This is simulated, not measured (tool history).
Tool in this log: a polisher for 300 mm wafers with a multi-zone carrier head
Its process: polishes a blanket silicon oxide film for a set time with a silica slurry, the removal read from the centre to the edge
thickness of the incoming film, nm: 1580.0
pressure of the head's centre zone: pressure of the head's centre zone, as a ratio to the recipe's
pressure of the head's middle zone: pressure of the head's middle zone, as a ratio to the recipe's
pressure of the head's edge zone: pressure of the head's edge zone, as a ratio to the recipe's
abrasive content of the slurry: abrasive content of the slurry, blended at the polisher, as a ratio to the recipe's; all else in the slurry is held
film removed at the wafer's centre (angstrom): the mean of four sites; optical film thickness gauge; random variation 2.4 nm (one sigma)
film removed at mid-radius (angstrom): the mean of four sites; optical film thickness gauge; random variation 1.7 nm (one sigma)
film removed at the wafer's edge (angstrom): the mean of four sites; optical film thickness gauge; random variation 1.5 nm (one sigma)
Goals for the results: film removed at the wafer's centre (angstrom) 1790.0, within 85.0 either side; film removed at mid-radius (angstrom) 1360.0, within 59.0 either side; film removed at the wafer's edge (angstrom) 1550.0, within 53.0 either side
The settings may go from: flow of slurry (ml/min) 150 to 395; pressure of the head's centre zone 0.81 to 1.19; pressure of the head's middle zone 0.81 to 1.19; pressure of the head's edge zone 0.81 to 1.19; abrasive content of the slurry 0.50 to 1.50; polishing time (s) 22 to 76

run  hour  flow of slurry (ml/min)  pressure of the head's centre zone  pressure of the head's middle zone  pressure of the head's edge zone  abrasive content of the slurry  polishing time (s)  film removed at the wafer's centre (angstrom)  film removed at mid-radius (angstrom)  film removed at the wafer's edge (angstrom)
  1   0.0                      250                                1.00                                1.00                              1.00                            1.00                  49                                         2276.8                                 2209.1                                       2251.7
  2   7.9                      250                                1.00                                1.07                              1.00                            1.00                  49                                         2345.9                                 2345.6                                       2216.4
  3  11.8                      250                                1.00                                1.11                              1.00                            1.00                  49                                         2328.7                                 2396.3                                       2221.5
  4  13.2                      250                                1.00                                1.17                              1.00                            1.00                  49                                         2295.9                                 2465.6                                       2202.5
  5  22.1                      250                                1.04                                1.17                              1.00                            1.00                  49                                         2418.4                                 2489.2                                       2238.9
  6  23.6                      250                                1.04                                1.17                              0.96                            1.00                  49                                         2413.0                                 2493.4                                       2213.4
  7  27.8                      245                                1.07                                1.09                              0.98                            0.85                  46                                         2136.7                                 2097.1                                       1966.7
  8  33.1                      255                                1.10                                1.01                              0.97                            0.75                  44                                         2057.1                                 1846.4                                       1818.4
  9  42.0                      215                                1.13                                0.91                              0.97                            0.50                  41                                         1678.5                                 1375.2                                       1458.7
 10  42.8                      220                                1.14                                0.90                              0.99                            0.50                  41                                         1680.9                                 1344.4                                       1463.4
 11  47.9                      225                                1.15                                0.90                              1.00                            0.50                  41                                         1732.6                                 1386.8                                       1467.8

Below are 5 possible settings for the next run. Only one of them brings all results inside the allowed miss of their targets. Which is it?
  A  53.0                      235                                1.19                                1.07                              0.93                            0.55                  39                                              ?                                      ?                                            ?
  B  53.0                      210                                1.15                                0.84                              1.01                            0.55                  42                                              ?                                      ?                                            ?
  C  53.0                      185                                1.02                                0.82                              1.12                            0.55                  44                                              ?                                      ?                                            ?
  D  53.0                      195                                0.99                                0.87                              1.04                            0.50                  47                                              ?                                      ?                                            ?
  E  53.0                      300                                1.19                                0.92                              0.91                            0.55                  39                                              ?                                      ?                                            ?

move  film removed at the wafer's centre (angstrom)  film removed at mid-radius (angstrom)  film removed at the wafer's edge (angstrom)
   A                                         1723.5                                 1495.7                                       1417.0
   B                                         1758.4                                 1358.8                                       1554.5
   C                                         1593.6                                 1373.9                                       1665.0
   D                                         1618.8                                 1489.2                                       1688.5
   E                                         1778.6                                 1396.9                                       1440.3
A: misses by more than the last run did
B: every result within its allowed miss
C: takes the biggest miss from the last run beyond its target
D: takes the biggest miss from the last run beyond its target
E: misses by more than the last run did
Correct choice: B, which meets every target
